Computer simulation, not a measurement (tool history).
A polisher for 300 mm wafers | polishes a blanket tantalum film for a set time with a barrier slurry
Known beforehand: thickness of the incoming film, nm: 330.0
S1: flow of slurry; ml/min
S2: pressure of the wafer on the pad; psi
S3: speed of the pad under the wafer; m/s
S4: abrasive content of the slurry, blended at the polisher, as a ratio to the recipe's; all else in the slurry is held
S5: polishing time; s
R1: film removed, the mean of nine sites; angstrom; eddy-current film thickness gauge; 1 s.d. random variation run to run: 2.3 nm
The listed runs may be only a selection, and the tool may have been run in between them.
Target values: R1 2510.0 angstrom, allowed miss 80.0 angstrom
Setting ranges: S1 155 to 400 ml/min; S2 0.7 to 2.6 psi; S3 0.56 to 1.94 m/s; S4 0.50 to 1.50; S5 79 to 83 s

| run | hour | S1 | S2 | S3 | S4 | S5 | R1 |
|---|---|---|---|---|---|---|---|
| 1 | 0.0 | 255 | 1.6 | 1.24 | 1.00 | 79 | 1460.6 |
| 2 | 4.8 | 255 | 1.8 | 1.24 | 1.00 | 79 | 1563.2 |
| 3 | 10.2 | 255 | 1.8 | 1.24 | 0.90 | 79 | 1538.5 |
| 4 | 13.2 | 255 | 2.0 | 1.28 | 0.90 | 79 | 1709.4 |
| 5 | 17.7 | 255 | 2.2 | 1.32 | 0.90 | 79 | 1894.7 |
| 6 | 26.1 | 255 | 2.2 | 1.32 | 0.70 | 79 | 1735.3 |
| 7 | 29.0 | 260 | 2.6 | 1.48 | 0.70 | 79 | 2232.9 |
| 8 | 30.2 | 260 | 2.6 | 1.52 | 0.70 | 79 | 2294.1 |
| 9 | 37.4 | 260 | 2.6 | 1.56 | 0.70 | 79 | 2351.9 |
| 10 | 38.8 | 260 | 2.6 | 1.58 | 0.70 | 79 | 2378.8 |
| 11 | 44.3 | 260 | 2.6 | 1.60 | 0.70 | 79 | 2437.1 |

Which of these 4 next moves meets every target?
| A | 49.8 | 280 | 2.6 | 1.56 | 0.70 | 79 | ? |
| B | 49.8 | 280 | 2.6 | 1.50 | 0.75 | 79 | ? |
| C | 49.8 | 275 | 2.2 | 1.66 | 0.80 | 80 | ? |
| D | 49.8 | 260 | 2.5 | 1.62 | 0.80 | 81 | ? |

| move | R1 |
|---|---|
| A | 2403.8 |
| B | 2362.7 |
| C | 2355.8 |
| D | 2559.1 |
A: the biggest miss grows against the last run
B: the biggest miss grows against the last run
C: the biggest miss grows against the last run
D: each result inside its tolerance
So the answer is move D, the one that meets all the targets.
